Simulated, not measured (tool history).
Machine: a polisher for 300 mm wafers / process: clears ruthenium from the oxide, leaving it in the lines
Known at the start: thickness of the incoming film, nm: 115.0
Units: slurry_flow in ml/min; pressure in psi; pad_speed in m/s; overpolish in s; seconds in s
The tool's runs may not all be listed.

| run | hour | slurry_flow | pressure | pad_speed | overpolish | seconds |
|---|---|---|---|---|---|---|
| 1 | 0 | 305 | 2 | 1.12 | 5 | 99.005 |
| 2 | 6.4 | 305 | 2.5 | 1.12 | 5 | 79.08 |
| 3 | 8.7 | 305 | 2.8 | 1.12 | 5 | 70.595 |
| 4 | 11.9 | 305 | 3.1 | 1.12 | 5 | 63.741 |
| 5 | 20.8 | 305 | 3.1 | 0.98 | 5 | 72.381 |
| 6 | 25.6 | 305 | 3.1 | 0.98 | 4 | 71.852 |

Forecast run 7:
| 7 | 29.8 | 305 | 2.5 | 0.94 | 4 | ? |

seconds: 93.153 s
